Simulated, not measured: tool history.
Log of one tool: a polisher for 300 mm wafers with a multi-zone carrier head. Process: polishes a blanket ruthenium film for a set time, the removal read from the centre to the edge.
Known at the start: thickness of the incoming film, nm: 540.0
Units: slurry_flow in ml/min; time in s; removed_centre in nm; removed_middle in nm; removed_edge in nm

{"run": 1, "hour": 0.0, "slurry_flow": 235, "centre_zone": 1.0, "middle_zone": 1.0, "edge_zone": 1.0, "time": 87, "removed_centre": 123.71, "removed_middle": 120.2, "removed_edge": 121.52}
{"run": 2, "hour": 2.5, "slurry_flow": 180, "centre_zone": 1.0, "middle_zone": 1.0, "edge_zone": 1.0, "time": 87, "removed_centre": 118.25, "removed_middle": 116.78, "removed_edge": 118.44}
{"run": 3, "hour": 10.3, "slurry_flow": 180, "centre_zone": 0.98, "middle_zone": 1.01, "edge_zone": 0.98, "time": 85, "removed_centre": 114.9, "removed_middle": 115.37, "removed_edge": 115.01}
{"run": 4, "hour": 15.7, "slurry_flow": 180, "centre_zone": 0.96, "middle_zone": 1.02, "edge_zone": 0.97, "time": 83, "removed_centre": 107.68, "removed_middle": 113.41, "removed_edge": 113.84}
{"run": 5, "hour": 17.7, "slurry_flow": 180, "centre_zone": 0.96, "middle_zone": 1.04, "edge_zone": 0.96, "time": 81, "removed_centre": 107.23, "removed_middle": 114.86, "removed_edge": 108.91}
{"run": 6, "hour": 20.1, "slurry_flow": 180, "centre_zone": 0.95, "middle_zone": 1.04, "edge_zone": 0.95, "time": 80, "removed_centre": 102.88, "removed_middle": 112.66, "removed_edge": 108.34}
{"run": 7, "hour": 27.0, "slurry_flow": 180, "centre_zone": 0.94, "middle_zone": 1.05, "edge_zone": 0.94, "time": 79, "removed_centre": 98.738, "removed_middle": 109.57, "removed_edge": 103.75}

Forecast run 8:
{"run": 8, "hour": 27.9, "slurry_flow": 180, "centre_zone": 0.93, "middle_zone": 1.06, "edge_zone": 0.93, "time": 79, "removed_centre": "?", "removed_middle": "?", "removed_edge": "?"}

{"run 8": {"removed_centre": 100.64, "removed_middle": 108.16, "removed_edge": 105.6}}
